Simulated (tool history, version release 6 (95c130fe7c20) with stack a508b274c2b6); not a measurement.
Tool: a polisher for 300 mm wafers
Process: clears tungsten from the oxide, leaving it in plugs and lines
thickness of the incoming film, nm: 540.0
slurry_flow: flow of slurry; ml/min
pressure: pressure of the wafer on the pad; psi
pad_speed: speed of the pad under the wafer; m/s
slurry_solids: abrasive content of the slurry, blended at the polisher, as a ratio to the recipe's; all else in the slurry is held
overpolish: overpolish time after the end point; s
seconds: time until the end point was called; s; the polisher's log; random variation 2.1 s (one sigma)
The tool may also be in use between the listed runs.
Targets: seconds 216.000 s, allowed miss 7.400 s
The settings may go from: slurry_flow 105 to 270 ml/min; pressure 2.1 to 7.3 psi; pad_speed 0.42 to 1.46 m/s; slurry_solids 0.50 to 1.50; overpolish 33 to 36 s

run  hour  slurry_flow  pressure  pad_speed  slurry_solids  overpolish  seconds
  1   0.0          175       4.7       0.94           1.00          33   89.213
  2   3.6          175       4.7       0.94           1.00          33   88.537
  3   6.3          175       4.7       0.74           1.00          33  113.000
  4  14.0          200       4.7       0.74           1.00          33  110.270
  5  16.5          195       4.1       0.72           1.00          33  131.950
  6  17.0          195       3.7       0.72           1.00          33  142.670
  7  21.2          195       3.3       0.70           1.00          33  162.360
  8  21.8          195       3.0       0.70           1.00          33  176.740
  9  25.5          190       2.8       0.70           1.00          33  191.110
 10  31.5          190       2.8       0.70           1.00          33  193.670
 11  38.4          190       2.8       0.70           1.00          33  195.620
 12  46.9          175       2.3       0.70           1.00          33  238.450
 13  49.8          180       2.3       0.70           1.00          33  235.830
 14  55.7          185       2.3       0.70           1.00          33  236.640
 15  59.7          190       2.3       0.70           1.00          33  235.250
 16  61.3          205       2.7       0.70           1.00          33  199.390
 17  63.9          200       2.7       0.70           1.00          33  199.550

Which of these 5 next moves meets every target?
  A  66.5          230       2.3       0.70           1.15          33        ?
  B  66.5          210       3.7       0.54           0.90          33        ?
  C  66.5          200       2.9       0.72           0.90          33        ?
  D  66.5          210       2.4       0.80           1.15          36        ?
  E  66.5          210       2.7       0.68           1.05          36        ?

move  seconds
   A  214.130
   B  192.440
   C  185.840
   D  183.000
   E  197.500
A: meets every target
B: further off than the last run
C: further off than the last run
D: further off than the last run
E: further off than the last run
Answer: A
